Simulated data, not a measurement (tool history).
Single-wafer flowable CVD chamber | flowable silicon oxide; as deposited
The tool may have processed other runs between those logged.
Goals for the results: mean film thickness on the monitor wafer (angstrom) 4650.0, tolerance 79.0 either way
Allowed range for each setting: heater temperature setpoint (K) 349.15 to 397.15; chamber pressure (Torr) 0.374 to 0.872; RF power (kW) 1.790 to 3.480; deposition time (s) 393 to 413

run,hour,heater temperature setpoint (K),chamber pressure (Torr),RF power (kW),deposition time (s),mean film thickness on the monitor wafer (angstrom)
1,0.0,373.15,0.623,2.635,413,1964.8
2,2.4,373.15,0.623,2.350,413,1941.6
3,5.8,379.15,0.623,2.350,413,1520.1
4,14.4,379.15,0.722,2.350,413,1754.6
5,21.9,374.15,0.723,2.350,413,2137.4
6,22.8,370.15,0.723,2.350,413,2497.6
7,24.9,367.15,0.723,2.350,413,2800.6
8,28.5,364.15,0.723,2.350,413,3088.0
9,33.8,362.15,0.723,2.350,413,3332.9
10,41.6,360.15,0.723,2.350,413,3587.5
11,46.8,359.15,0.723,2.350,413,3714.5
12,49.3,351.15,0.724,2.350,413,4770.4

Consider the 4 candidate settings below. Which is the only one whose results all fall within their allowed miss of target?
A,51.8,349.15,0.685,2.505,402,?
B,51.8,349.15,0.664,2.310,395,?
C,51.8,350.15,0.661,2.365,410,?
D,51.8,354.15,0.718,2.705,409,?

move,mean film thickness on the monitor wafer (angstrom)
A,4704.4
B,4416.9
C,4469.2
D,4413.6
A: each result inside its tolerance
B: moves the result that the last run missed by most past its target, out the other side
C: moves the result that the last run missed by most past its target, out the other side
D: moves the result that the last run missed by most past its target, out the other side
So the answer is move A, the one that meets all the targets.

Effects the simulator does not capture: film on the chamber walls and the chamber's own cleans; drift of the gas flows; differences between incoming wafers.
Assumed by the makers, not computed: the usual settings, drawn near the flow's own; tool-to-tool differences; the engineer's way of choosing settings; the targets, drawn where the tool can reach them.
